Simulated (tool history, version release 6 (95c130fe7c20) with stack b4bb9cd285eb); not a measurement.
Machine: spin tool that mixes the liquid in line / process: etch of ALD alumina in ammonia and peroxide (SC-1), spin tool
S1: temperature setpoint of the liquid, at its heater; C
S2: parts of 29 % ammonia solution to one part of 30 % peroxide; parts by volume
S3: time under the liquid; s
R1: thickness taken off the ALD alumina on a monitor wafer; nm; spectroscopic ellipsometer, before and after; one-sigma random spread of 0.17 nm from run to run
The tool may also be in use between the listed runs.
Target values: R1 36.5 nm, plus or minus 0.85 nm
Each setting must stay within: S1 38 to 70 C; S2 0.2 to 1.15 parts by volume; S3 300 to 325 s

Run 1, hour 0: S1 54 C, S2 0.65 parts by volume, S3 300 s. Result: R1 18.731 nm.
Run 2, hour 6.4: S1 54 C, S2 0.5 parts by volume, S3 300 s. Result: R1 18.334 nm.
Run 3, hour 12.8: S1 54 C, S2 0.5 parts by volume, S3 325 s. Result: R1 19.835 nm.
Run 4, hour 17.3: S1 54 C, S2 0.6 parts by volume, S3 325 s. Result: R1 20.249 nm.
Run 5, hour 22.9: S1 54 C, S2 0.8 parts by volume, S3 325 s. Result: R1 20.731 nm.
Run 6, hour 31.1: S1 57.5 C, S2 0.8 parts by volume, S3 325 s. Result: R1 25.094 nm.
Run 7, hour 32.2: S1 60 C, S2 0.8 parts by volume, S3 325 s. Result: R1 28.455 nm.
Run 8, hour 36.3: S1 61.5 C, S2 0.8 parts by volume, S3 325 s. Result: R1 30.637 nm.
Run 9, hour 39.7: S1 62.5 C, S2 0.8 parts by volume, S3 325 s. Result: R1 32.189 nm.
Run 10, hour 44.1: S1 62.5 C, S2 0.8 parts by volume, S3 325 s. Result: R1 32.263 nm.
Run 11, hour 46.9: S1 63.5 C, S2 0.8 parts by volume, S3 325 s. Result: R1 33.597 nm.

Exactly one of the 5 candidate moves below puts every result within its allowed miss. Which one?
Run A, hour 49.7: S1 65.5 C, S2 1.1 parts by volume, S3 310 s. Result: R1 ?.
Run B, hour 49.7: S1 60.5 C, S2 0.7 parts by volume, S3 325 s. Result: R1 ?.
Run C, hour 49.7: S1 66 C, S2 0.75 parts by volume, S3 325 s. Result: R1 ?.
Run D, hour 49.7: S1 61.5 C, S2 0.75 parts by volume, S3 320 s. Result: R1 ?.
Run E, hour 49.7: S1 63.5 C, S2 0.95 parts by volume, S3 300 s. Result: R1 ?.

move      R1
   A  36.683
   B  28.656
   C  38.019
   D  29.885
   E  31.693
A: meets every target
B: lands further from the targets than the last run did
C: the result that was furthest off in the last run now lies on the other side of its target
D: lands further from the targets than the last run did
E: lands further from the targets than the last run did
So the answer is move A, the one that meets all the targets.
